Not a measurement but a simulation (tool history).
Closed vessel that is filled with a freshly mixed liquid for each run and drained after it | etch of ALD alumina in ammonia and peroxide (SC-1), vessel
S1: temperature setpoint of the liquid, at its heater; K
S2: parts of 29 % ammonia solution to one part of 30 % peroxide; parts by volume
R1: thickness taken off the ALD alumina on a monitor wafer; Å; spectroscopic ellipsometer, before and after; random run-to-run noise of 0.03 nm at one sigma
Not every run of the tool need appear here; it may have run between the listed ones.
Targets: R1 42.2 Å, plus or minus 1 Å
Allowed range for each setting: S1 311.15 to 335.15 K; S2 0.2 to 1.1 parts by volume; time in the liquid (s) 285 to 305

{"run": 1, "hour": 0.0, "S1": 319.15, "S2": 0.6, "time in the liquid (s)": 285, "R1": 65.842}
{"run": 2, "hour": 8.1, "S1": 317.65, "S2": 0.6, "time in the liquid (s)": 285, "R1": 59.09}
{"run": 3, "hour": 13.1, "S1": 317.65, "S2": 0.75, "time in the liquid (s)": 285, "R1": 60.984}
{"run": 4, "hour": 14.5, "S1": 316.65, "S2": 0.75, "time in the liquid (s)": 285, "R1": 57.892}
{"run": 5, "hour": 22.7, "S1": 315.65, "S2": 0.75, "time in the liquid (s)": 285, "R1": 54.012}
{"run": 6, "hour": 25.7, "S1": 315.65, "S2": 0.75, "time in the liquid (s)": 305, "R1": 57.627}
{"run": 7, "hour": 27.6, "S1": 314.65, "S2": 0.75, "time in the liquid (s)": 305, "R1": 55.374}
{"run": 8, "hour": 31.6, "S1": 314.15, "S2": 0.75, "time in the liquid (s)": 305, "R1": 53.038}
{"run": 9, "hour": 34.5, "S1": 313.65, "S2": 0.75, "time in the liquid (s)": 305, "R1": 52.618}
{"run": 10, "hour": 39.5, "S1": 313.15, "S2": 0.75, "time in the liquid (s)": 305, "R1": 49.85}
{"run": 11, "hour": 41.8, "S1": 312.65, "S2": 0.75, "time in the liquid (s)": 305, "R1": 48.326}
{"run": 12, "hour": 44.6, "S1": 312.15, "S2": 0.75, "time in the liquid (s)": 305, "R1": 47.366}
{"run": 13, "hour": 52.2, "S1": 311.65, "S2": 0.7, "time in the liquid (s)": 300, "R1": 45.182}

Consider the 5 candidate settings below. Which is the only one whose results all fall within their allowed miss of target?
{"run": "A", "hour": 59.8, "S1": 311.15, "S2": 0.8, "time in the liquid (s)": 285, "R1": "?"}
{"run": "B", "hour": 59.8, "S1": 312.65, "S2": 0.7, "time in the liquid (s)": 285, "R1": "?"}
{"run": "C", "hour": 59.8, "S1": 311.15, "S2": 0.5, "time in the liquid (s)": 285, "R1": "?"}
{"run": "D", "hour": 59.8, "S1": 312.65, "S2": 0.75, "time in the liquid (s)": 285, "R1": "?"}
{"run": "E", "hour": 59.8, "S1": 311.65, "S2": 0.7, "time in the liquid (s)": 295, "R1": "?"}

move=A R1=41.499
move=B R1=44.799
move=C R1=39.678
move=D R1=45.095
move=E R1=43.697
A: each result inside its tolerance
B: an improvement on the last run, though not all results are within tolerance
C: moves the result that the last run missed by most past its target, out the other side
D: neither nearer nor further off than the last run
E: an improvement on the last run, though not all results are within tolerance
Answer: A

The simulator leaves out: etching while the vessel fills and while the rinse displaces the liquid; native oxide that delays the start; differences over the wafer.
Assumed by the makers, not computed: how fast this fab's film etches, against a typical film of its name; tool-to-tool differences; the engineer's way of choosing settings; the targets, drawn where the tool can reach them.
